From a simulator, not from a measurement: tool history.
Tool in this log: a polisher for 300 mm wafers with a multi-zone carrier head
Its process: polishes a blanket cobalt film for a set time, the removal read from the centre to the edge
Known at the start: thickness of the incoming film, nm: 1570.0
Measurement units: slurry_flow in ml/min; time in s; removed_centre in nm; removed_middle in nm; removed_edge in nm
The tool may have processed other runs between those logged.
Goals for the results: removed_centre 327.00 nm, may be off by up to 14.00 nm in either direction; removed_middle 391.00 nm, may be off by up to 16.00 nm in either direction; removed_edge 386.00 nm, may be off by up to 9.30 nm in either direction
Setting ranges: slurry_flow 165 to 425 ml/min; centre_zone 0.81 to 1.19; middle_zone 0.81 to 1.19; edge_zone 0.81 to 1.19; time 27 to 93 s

Run 1, hour 0.0: slurry_flow 275 ml/min, centre_zone 1.00, middle_zone 1.00, edge_zone 1.00, time 59 s. Result: removed_centre 317.48 nm, removed_middle 312.02 nm, removed_edge 303.89 nm.
Run 2, hour 7.3: slurry_flow 280 ml/min, centre_zone 0.97, middle_zone 1.02, edge_zone 1.04, time 61 s. Result: removed_centre 325.06 nm, removed_middle 322.21 nm, removed_edge 325.46 nm.
Run 3, hour 8.2: slurry_flow 280 ml/min, centre_zone 0.97, middle_zone 1.02, edge_zone 1.04, time 55 s. Result: removed_centre 299.02 nm, removed_middle 287.02 nm, removed_edge 290.21 nm.
Run 4, hour 10.6: slurry_flow 280 ml/min, centre_zone 0.97, middle_zone 1.02, edge_zone 1.11, time 55 s. Result: removed_centre 291.47 nm, removed_middle 291.20 nm, removed_edge 297.05 nm.
Run 5, hour 17.2: slurry_flow 280 ml/min, centre_zone 0.97, middle_zone 0.96, edge_zone 1.11, time 55 s. Result: removed_centre 288.57 nm, removed_middle 269.83 nm, removed_edge 298.43 nm.
Run 6, hour 19.7: slurry_flow 280 ml/min, centre_zone 0.97, middle_zone 0.96, edge_zone 1.07, time 55 s. Result: removed_centre 290.08 nm, removed_middle 272.16 nm, removed_edge 295.42 nm.
Run 7, hour 25.0: slurry_flow 280 ml/min, centre_zone 0.94, middle_zone 1.00, edge_zone 1.09, time 58 s. Result: removed_centre 300.92 nm, removed_middle 307.43 nm, removed_edge 311.36 nm.
Run 8, hour 27.6: slurry_flow 285 ml/min, centre_zone 0.92, middle_zone 1.00, edge_zone 1.11, time 60 s. Result: removed_centre 307.43 nm, removed_middle 315.40 nm, removed_edge 325.53 nm.
Run 9, hour 33.3: slurry_flow 285 ml/min, centre_zone 0.89, middle_zone 1.01, edge_zone 1.13, time 62 s. Result: removed_centre 303.43 nm, removed_middle 328.51 nm, removed_edge 343.76 nm.
Run 10, hour 41.5: slurry_flow 290 ml/min, centre_zone 0.88, middle_zone 1.03, edge_zone 1.14, time 63 s. Result: removed_centre 300.47 nm, removed_middle 332.22 nm, removed_edge 352.30 nm.
Run 11, hour 49.6: slurry_flow 290 ml/min, centre_zone 0.89, middle_zone 1.06, edge_zone 1.15, time 64 s. Result: removed_centre 309.75 nm, removed_middle 338.40 nm, removed_edge 358.41 nm.
Run 12, hour 56.0: slurry_flow 290 ml/min, centre_zone 0.88, middle_zone 1.08, edge_zone 1.14, time 65 s. Result: removed_centre 309.83 nm, removed_middle 361.56 nm, removed_edge 360.32 nm.
At hour 64.5: centre zone pressure recalibrated.
Run 13, hour 64.5: slurry_flow 295 ml/min, centre_zone 0.88, middle_zone 1.09, edge_zone 1.15, time 66 s. Result: removed_centre 301.24 nm, removed_middle 366.14 nm, removed_edge 367.97 nm.
Run 14, hour 68.8: slurry_flow 295 ml/min, centre_zone 0.89, middle_zone 1.09, edge_zone 1.15, time 67 s. Result: removed_centre 302.69 nm, removed_middle 364.96 nm, removed_edge 375.13 nm.
Run 15, hour 77.3: slurry_flow 290 ml/min, centre_zone 0.89, middle_zone 1.09, edge_zone 1.14, time 68 s. Result: removed_centre 314.22 nm, removed_middle 373.79 nm, removed_edge 375.01 nm.

Pick the move, out of 5, that brings all results within their allowed miss; only one does.
Run A, hour 85.8: slurry_flow 270 ml/min, centre_zone 0.88, middle_zone 1.19, edge_zone 1.08, time 68 s. Result: removed_centre ?, removed_middle ?, removed_edge ?.
Run B, hour 85.8: slurry_flow 250 ml/min, centre_zone 0.92, middle_zone 1.12, edge_zone 1.11, time 67 s. Result: removed_centre ?, removed_middle ?, removed_edge ?.
Run C, hour 85.8: slurry_flow 270 ml/min, centre_zone 0.91, middle_zone 1.09, edge_zone 1.13, time 71 s. Result: removed_centre ?, removed_middle ?, removed_edge ?.
Run D, hour 85.8: slurry_flow 310 ml/min, centre_zone 0.87, middle_zone 1.17, edge_zone 1.07, time 68 s. Result: removed_centre ?, removed_middle ?, removed_edge ?.
Run E, hour 85.8: slurry_flow 390 ml/min, centre_zone 0.92, middle_zone 0.97, edge_zone 1.16, time 67 s. Result: removed_centre ?, removed_middle ?, removed_edge ?.

move  removed_centre  removed_middle  removed_edge
   A          298.52          404.72        359.93
   B          304.23          374.78        357.34
   C          322.18          391.74        385.04
   D          300.03          404.90        362.47
   E          319.41          346.87        378.98
A: further off than the last run
B: further off than the last run
C: each result inside its tolerance
D: further off than the last run
E: meets the target for the result that was furthest off, but another lies outside its allowed miss
Answer: C

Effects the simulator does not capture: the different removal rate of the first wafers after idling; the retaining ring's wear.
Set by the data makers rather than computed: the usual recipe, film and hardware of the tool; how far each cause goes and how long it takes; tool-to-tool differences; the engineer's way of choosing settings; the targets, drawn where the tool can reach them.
